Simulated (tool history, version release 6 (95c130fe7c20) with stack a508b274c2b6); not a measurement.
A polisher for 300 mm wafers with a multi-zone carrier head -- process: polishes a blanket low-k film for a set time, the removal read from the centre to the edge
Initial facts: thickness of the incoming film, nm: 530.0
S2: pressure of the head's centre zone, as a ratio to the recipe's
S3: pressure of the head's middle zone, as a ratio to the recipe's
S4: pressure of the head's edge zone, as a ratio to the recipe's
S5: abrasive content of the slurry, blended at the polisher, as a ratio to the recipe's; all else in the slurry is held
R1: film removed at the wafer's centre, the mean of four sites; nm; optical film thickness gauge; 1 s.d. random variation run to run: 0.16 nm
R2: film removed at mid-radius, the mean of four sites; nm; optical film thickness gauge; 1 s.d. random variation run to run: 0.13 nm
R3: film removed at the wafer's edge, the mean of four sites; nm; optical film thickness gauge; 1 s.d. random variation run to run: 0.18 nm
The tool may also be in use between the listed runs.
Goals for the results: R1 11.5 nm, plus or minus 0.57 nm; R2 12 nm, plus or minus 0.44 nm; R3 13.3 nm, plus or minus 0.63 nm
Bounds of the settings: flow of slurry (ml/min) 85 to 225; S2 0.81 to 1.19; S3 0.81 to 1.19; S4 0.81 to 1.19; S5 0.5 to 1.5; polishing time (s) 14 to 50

{"run": 1, "day": 0.0, "flow of slurry (ml/min)": 145, "S2": 1, "S3": 1, "S4": 1, "S5": 1, "polishing time (s)": 32, "R1": 13.794, "R2": 13.755, "R3": 14.238}
{"run": 2, "day": 0.275, "flow of slurry (ml/min)": 140, "S2": 0.99, "S3": 0.99, "S4": 1, "S5": 1, "polishing time (s)": 32, "R1": 13.532, "R2": 13.711, "R3": 14.246}
{"run": 3, "day": 0.392, "flow of slurry (ml/min)": 155, "S2": 0.99, "S3": 0.99, "S4": 1, "S5": 1, "polishing time (s)": 32, "R1": 14.063, "R2": 13.746, "R3": 14.052}
{"run": 4, "day": 0.538, "flow of slurry (ml/min)": 150, "S2": 0.98, "S3": 0.98, "S4": 1, "S5": 1, "polishing time (s)": 32, "R1": 13.835, "R2": 13.698, "R3": 14.346}
{"run": 5, "day": 0.858, "flow of slurry (ml/min)": 150, "S2": 0.98, "S3": 0.98, "S4": 1, "S5": 0.8, "polishing time (s)": 32, "R1": 12.007, "R2": 11.371, "R3": 11.907}
{"run": 6, "day": 1.021, "flow of slurry (ml/min)": 145, "S2": 0.98, "S3": 0.98, "S4": 1.01, "S5": 0.8, "polishing time (s)": 32, "R1": 11.527, "R2": 11.41, "R3": 12.124}
{"run": 7, "day": 1.05, "flow of slurry (ml/min)": 145, "S2": 0.98, "S3": 0.98, "S4": 1.02, "S5": 0.8, "polishing time (s)": 32, "R1": 11.681, "R2": 11.477, "R3": 12.072}
{"run": 8, "day": 1.154, "flow of slurry (ml/min)": 145, "S2": 0.98, "S3": 0.98, "S4": 1.03, "S5": 0.8, "polishing time (s)": 32, "R1": 11.596, "R2": 11.396, "R3": 12.083}
{"run": 9, "day": 1.233, "flow of slurry (ml/min)": 145, "S2": 0.98, "S3": 0.98, "S4": 1.04, "S5": 0.8, "polishing time (s)": 32, "R1": 11.738, "R2": 11.681, "R3": 12.33}

Which of these 5 next moves meets every target?
{"run": "A", "day": 1.312, "flow of slurry (ml/min)": 215, "S2": 1.08, "S3": 1.11, "S4": 1.04, "S5": 0.8, "polishing time (s)": 28, "R1": "?", "R2": "?", "R3": "?"}
{"run": "B", "day": 1.312, "flow of slurry (ml/min)": 130, "S2": 0.93, "S3": 0.98, "S4": 1.11, "S5": 0.9, "polishing time (s)": 31, "R1": "?", "R2": "?", "R3": "?"}
{"run": "C", "day": 1.312, "flow of slurry (ml/min)": 135, "S2": 1, "S3": 1.09, "S4": 1.05, "S5": 0.9, "polishing time (s)": 27, "R1": "?", "R2": "?", "R3": "?"}
{"run": "D", "day": 1.312, "flow of slurry (ml/min)": 140, "S2": 0.96, "S3": 0.82, "S4": 1.15, "S5": 0.95, "polishing time (s)": 30, "R1": "?", "R2": "?", "R3": "?"}
{"run": "E", "day": 1.312, "flow of slurry (ml/min)": 180, "S2": 0.94, "S3": 0.87, "S4": 1.07, "S5": 0.75, "polishing time (s)": 35, "R1": "?", "R2": "?", "R3": "?"}

move=A R1=12.012 R2=11.475 R3=11.07
move=B R1=11.598 R2=11.706 R3=13.224
move=C R1=10.944 R2=11.216 R3=11.228
move=D R1=12.16 R2=10.248 R3=13.656
move=E R1=12.042 R2=10.832 R3=13.118
A: its largest miss is bigger than the last run's
B: hits every target within its allowed miss
C: its largest miss is bigger than the last run's
D: the furthest-off result lands on target, but another misses its tolerance
E: the furthest-off result lands on target, but another misses its tolerance
The move that meets every target is B.
